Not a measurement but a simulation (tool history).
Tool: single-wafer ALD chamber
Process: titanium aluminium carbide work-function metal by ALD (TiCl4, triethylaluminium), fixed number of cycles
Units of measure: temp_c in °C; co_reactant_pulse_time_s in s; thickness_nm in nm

run	day	temp_c	co_reactant_pulse_time_s	thickness_nm
1	0	285	7.09	1.7913
2	0.092	278	7.09	1.7326
3	0.408	278	8.04	1.7841
4	0.779	267	8.04	1.6882
5	1.079	266	6.94	1.6338
# day 1.192: thermocouple changed; heater temperature recalibrated
6	1.192	262	6.94	1.5547
7	1.521	262	6.06	1.5039
8	1.617	262	5.39	1.4464

What will run 9 give?
9	1.762	262	4.96	?

{"run 9": {"thickness_nm": 1.4001}}
